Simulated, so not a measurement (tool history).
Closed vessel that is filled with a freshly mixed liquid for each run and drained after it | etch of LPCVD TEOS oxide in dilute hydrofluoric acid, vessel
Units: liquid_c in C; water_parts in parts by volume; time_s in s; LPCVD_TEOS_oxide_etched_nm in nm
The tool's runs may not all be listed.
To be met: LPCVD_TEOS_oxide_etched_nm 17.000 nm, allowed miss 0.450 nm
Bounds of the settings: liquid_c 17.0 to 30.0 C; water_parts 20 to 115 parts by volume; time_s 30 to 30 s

run	hour	liquid_c	water_parts	time_s	LPCVD_TEOS_oxide_etched_nm
1	0.0	22.0	65	30	25.449
2	8.5	22.0	65	30	25.840
3	15.5	20.5	70	30	22.593
4	24.1	20.5	70	30	22.351
5	29.3	19.5	75	30	19.944
6	38.6	19.5	75	30	19.944
# hour 47.8: hydrofluoric acid flow meter replaced
7	47.8	19.0	75	30	21.191
8	50.9	19.0	80	30	19.743
9	52.6	18.5	85	30	18.001
10	55.5	18.0	85	30	17.711

4 next moves are on the table. One of them brings every result within its allowed miss. Which?
A	58.4	18.5	90	30	?
B	58.4	17.0	90	30	?
C	58.4	17.5	80	30	?
D	58.4	19.0	95	30	?

move	LPCVD_TEOS_oxide_etched_nm
A	16.911
B	15.875
C	18.438
D	16.269
A: meets every target
B: takes the result that was furthest off past its target
C: further off than the last run
D: takes the result that was furthest off past its target
Move A is the one to make.
